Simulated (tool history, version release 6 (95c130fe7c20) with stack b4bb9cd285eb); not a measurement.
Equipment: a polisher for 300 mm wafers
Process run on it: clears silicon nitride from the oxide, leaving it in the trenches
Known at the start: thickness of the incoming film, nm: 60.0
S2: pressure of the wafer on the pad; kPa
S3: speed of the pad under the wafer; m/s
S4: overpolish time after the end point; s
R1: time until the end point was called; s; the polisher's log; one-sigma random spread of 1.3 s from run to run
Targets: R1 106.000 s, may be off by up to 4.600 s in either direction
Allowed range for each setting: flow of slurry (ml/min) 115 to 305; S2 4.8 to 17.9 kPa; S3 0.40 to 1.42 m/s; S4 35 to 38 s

run 1 hour=0.0 | flow_of_slurry_(ml/min)=195 S2=11.0 S3=0.90 S4=35 | R1=155.850
run 2 hour=7.1 | flow_of_slurry_(ml/min)=165 S2=11.0 S3=0.90 S4=35 | R1=155.640
run 3 hour=10.9 | flow_of_slurry_(ml/min)=165 S2=11.7 S3=0.90 S4=35 | R1=147.650
run 4 hour=14.1 | flow_of_slurry_(ml/min)=120 S2=11.7 S3=0.90 S4=35 | R1=156.190
run 5 hour=22.8 | flow_of_slurry_(ml/min)=120 S2=11.7 S3=0.90 S4=38 | R1=153.610
run 6 hour=31.3 | flow_of_slurry_(ml/min)=120 S2=11.7 S3=0.90 S4=35 | R1=154.730
run 7 hour=33.8 | flow_of_slurry_(ml/min)=125 S2=12.4 S3=0.90 S4=35 | R1=144.880
run 8 hour=35.3 | flow_of_slurry_(ml/min)=130 S2=13.1 S3=0.90 S4=35 | R1=138.060
run 9 hour=40.2 | flow_of_slurry_(ml/min)=130 S2=13.1 S3=0.90 S4=35 | R1=137.960
run 10 hour=41.5 | flow_of_slurry_(ml/min)=135 S2=13.8 S3=0.90 S4=35 | R1=131.240
run 11 hour=47.9 | flow_of_slurry_(ml/min)=135 S2=14.5 S3=0.90 S4=35 | R1=122.710

5 candidate next runs follow, results not yet known. Just one meets every target within its allowed miss. Identify it.
run A hour=54.3 | flow_of_slurry_(ml/min)=120 S2=13.1 S3=1.28 S4=35 | R1=?
run B hour=54.3 | flow_of_slurry_(ml/min)=190 S2=17.2 S3=0.92 S4=37 | R1=?
run C hour=54.3 | flow_of_slurry_(ml/min)=130 S2=15.9 S3=1.10 S4=35 | R1=?
run D hour=54.3 | flow_of_slurry_(ml/min)=135 S2=16.5 S3=0.92 S4=36 | R1=?
run E hour=54.3 | flow_of_slurry_(ml/min)=120 S2=16.5 S3=1.02 S4=38 | R1=?

move=A R1=98.157
move=B R1=97.515
move=C R1=93.832
move=D R1=106.580
move=E R1=98.396
A: carries the result that was furthest off beyond its target, to the other side
B: carries the result that was furthest off beyond its target, to the other side
C: carries the result that was furthest off beyond its target, to the other side
D: all results in spec
E: carries the result that was furthest off beyond its target, to the other side
So the answer is move D, the one that meets all the targets.
